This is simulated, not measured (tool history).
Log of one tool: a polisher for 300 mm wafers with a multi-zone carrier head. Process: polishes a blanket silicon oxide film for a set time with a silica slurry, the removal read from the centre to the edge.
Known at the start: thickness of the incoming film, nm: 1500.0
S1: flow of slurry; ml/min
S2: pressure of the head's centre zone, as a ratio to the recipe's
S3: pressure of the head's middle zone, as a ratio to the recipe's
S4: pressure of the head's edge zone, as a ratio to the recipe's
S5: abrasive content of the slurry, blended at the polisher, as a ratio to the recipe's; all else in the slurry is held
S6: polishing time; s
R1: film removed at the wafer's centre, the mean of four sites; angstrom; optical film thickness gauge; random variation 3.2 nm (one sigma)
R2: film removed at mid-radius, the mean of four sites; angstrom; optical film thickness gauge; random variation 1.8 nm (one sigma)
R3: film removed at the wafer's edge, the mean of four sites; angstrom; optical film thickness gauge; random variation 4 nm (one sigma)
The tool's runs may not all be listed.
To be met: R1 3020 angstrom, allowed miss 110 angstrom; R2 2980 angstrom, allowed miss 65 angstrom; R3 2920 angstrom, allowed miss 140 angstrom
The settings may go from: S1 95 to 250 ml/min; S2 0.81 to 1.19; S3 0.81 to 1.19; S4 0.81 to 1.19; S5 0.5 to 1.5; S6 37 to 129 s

run 1 hour=0 | S1=160 S2=1 S3=1 S4=1 S5=1 S6=83 | R1=3299.9 R2=3268.7 R3=3260.4
run 2 hour=3.9 | S1=190 S2=1 S3=1 S4=1 S5=1 S6=83 | R1=3347 R2=3346.3 R3=3229.1
run 3 hour=10.1 | S1=190 S2=0.99 S3=0.99 S4=0.99 S5=1 S6=83 | R1=3331.2 R2=3311 R3=3219.4
run 4 hour=13.8 | S1=190 S2=0.99 S3=0.99 S4=0.95 S5=1 S6=83 | R1=3296.8 R2=3309.7 R3=3137.8
run 5 hour=14.8 | S1=185 S2=0.99 S3=0.98 S4=0.94 S5=1 S6=83 | R1=3284.3 R2=3295.1 R3=3155.2
run 6 hour=20.4 | S1=185 S2=0.99 S3=0.98 S4=0.94 S5=1 S6=94 | R1=3731 R2=3764.7 R3=3590.7
run 7 hour=25.4 | S1=190 S2=0.98 S3=0.97 S4=0.93 S5=0.95 S6=94 | R1=3608.3 R2=3596.5 R3=3392.9
run 8 hour=27.5 | S1=145 S2=0.88 S3=0.87 S4=0.83 S5=0.9 S6=94 | R1=3014.7 R2=3103.5 R3=3129.5
run 9 hour=36 | S1=145 S2=0.89 S3=0.87 S4=0.83 S5=0.9 S6=94 | R1=3024.5 R2=3103.1 R3=3126.3
run 10 hour=40.2 | S1=145 S2=0.9 S3=0.87 S4=0.83 S5=0.9 S6=94 | R1=3136.4 R2=3112.9 R3=3132.8

Which of these 5 next moves meets every target?
run A hour=44.4 | S1=160 S2=0.86 S3=0.83 S4=0.81 S5=1.1 S6=79 | R1=? R2=? R3=?
run B hour=44.4 | S1=145 S2=0.89 S3=0.87 S4=0.87 S5=0.8 S6=93 | R1=? R2=? R3=?
run C hour=44.4 | S1=145 S2=0.92 S3=0.9 S4=0.84 S5=1.05 S6=81 | R1=? R2=? R3=?
run D hour=44.4 | S1=165 S2=0.89 S3=0.93 S4=0.89 S5=1.4 S6=77 | R1=? R2=? R3=?
run E hour=44.4 | S1=140 S2=0.87 S3=0.86 S4=0.86 S5=0.9 S6=87 | R1=? R2=? R3=?

move=A R1=2842.7 R2=2826.1 R3=2909.2
move=B R1=2847 R2=2844.7 R3=2916.4
move=C R1=3009 R2=2989.5 R3=2932.7
move=D R1=3214.9 R2=3386.9 R3=3303.3
move=E R1=2789.2 R2=2826.6 R3=2913.8
A: takes the result that was furthest off past its target
B: takes the result that was furthest off past its target
C: meets every target
D: further off than the last run
E: takes the result that was furthest off past its target
Answer: C

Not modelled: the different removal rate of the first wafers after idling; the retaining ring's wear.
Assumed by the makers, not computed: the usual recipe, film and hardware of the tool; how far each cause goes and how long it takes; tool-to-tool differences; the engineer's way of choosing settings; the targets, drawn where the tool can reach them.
